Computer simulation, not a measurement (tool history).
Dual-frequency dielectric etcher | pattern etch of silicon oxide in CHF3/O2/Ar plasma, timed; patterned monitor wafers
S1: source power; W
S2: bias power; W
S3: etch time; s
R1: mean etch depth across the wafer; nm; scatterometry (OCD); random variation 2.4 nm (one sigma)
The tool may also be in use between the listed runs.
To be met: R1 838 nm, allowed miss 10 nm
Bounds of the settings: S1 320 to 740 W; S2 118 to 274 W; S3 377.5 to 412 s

run 1 hour=0 | S1=530 S2=196 S3=412 | R1=878.08
run 2 hour=1.2 | S1=530 S2=196 S3=412 | R1=881.95
run 3 hour=4.9 | S1=530 S2=183 S3=412 | R1=851.45
run 4 hour=10.3 | S1=490 S2=183 S3=412 | R1=817.78
run 5 hour=17 | S1=500 S2=183 S3=412 | R1=827.64
run 6 hour=20.5 | S1=550 S2=183 S3=412 | R1=869.63
run 7 hour=22.4 | S1=540 S2=183 S3=412 | R1=859.04
run 8 hour=24.9 | S1=500 S2=182 S3=412 | R1=824.68

Which of these 4 next moves meets every target?
run A hour=27.4 | S1=550 S2=192 S3=388.5 | R1=?
run B hour=27.4 | S1=560 S2=182 S3=384 | R1=?
run C hour=27.4 | S1=530 S2=195 S3=385 | R1=?
run D hour=27.4 | S1=520 S2=195 S3=412 | R1=?

move=A R1=838.56
move=B R1=818.32
move=C R1=819.93
move=D R1=868.4
A: meets every target
B: further off than the last run
C: further off than the last run
D: takes the result that was furthest off past its target
Answer: A
